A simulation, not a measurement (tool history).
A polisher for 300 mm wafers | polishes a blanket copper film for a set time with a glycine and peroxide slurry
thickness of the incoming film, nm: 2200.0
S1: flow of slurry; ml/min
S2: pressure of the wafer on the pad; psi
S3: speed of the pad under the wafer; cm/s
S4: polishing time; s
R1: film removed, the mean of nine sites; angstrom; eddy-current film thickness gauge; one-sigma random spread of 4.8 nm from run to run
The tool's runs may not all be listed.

| run | hour | S1 | S2 | S3 | S4 | R1 |
|---|---|---|---|---|---|---|
| 1 | 0.0 | 145 | 3.0 | 122 | 95 | 5835.3 |
| 2 | 1.1 | 145 | 3.0 | 122 | 95 | 5951.2 |
| 3 | 3.1 | 145 | 2.6 | 122 | 95 | 5216.3 |
| 4 | 10.6 | 145 | 2.4 | 122 | 95 | 4825.2 |
| 5 | 11.4 | 145 | 2.3 | 122 | 95 | 4659.6 |
| 6 | 20.1 | 145 | 2.2 | 122 | 95 | 4572.4 |

Estimate the outcome of run 7 from the log above:
| 7 | 21.8 | 145 | 2.1 | 122 | 95 | ? |

{"run 7": {"R1": 4332.1}}

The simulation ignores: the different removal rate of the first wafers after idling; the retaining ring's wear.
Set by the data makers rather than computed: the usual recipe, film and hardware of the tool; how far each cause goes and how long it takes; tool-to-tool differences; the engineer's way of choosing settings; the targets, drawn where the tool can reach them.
